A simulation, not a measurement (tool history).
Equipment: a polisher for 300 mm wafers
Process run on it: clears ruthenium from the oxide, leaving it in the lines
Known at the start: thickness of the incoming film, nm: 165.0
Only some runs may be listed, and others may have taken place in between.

run,hour,flow of slurry (ml/min),pressure of the wafer on the pad (kPa),speed of the pad under the wafer (m/s),overpolish time after the end point (s),time until the end point was called (s)
1,0.0,310,17.2,1.18,44,92.959
2,3.2,310,17.2,1.18,47,91.009
3,7.5,345,17.2,1.18,47,92.391
4,15.2,345,17.2,1.18,44,90.882
5,21.6,345,17.2,0.94,44,111.890
6,23.3,390,17.2,0.94,44,110.190
7,28.4,390,15.9,0.94,44,115.420
8,36.8,390,14.5,0.94,44,129.610

Predict the results of run 9:
9,40.6,390,13.8,0.94,44,?

{"run 9": {"time until the end point was called (s)": 133.09}}
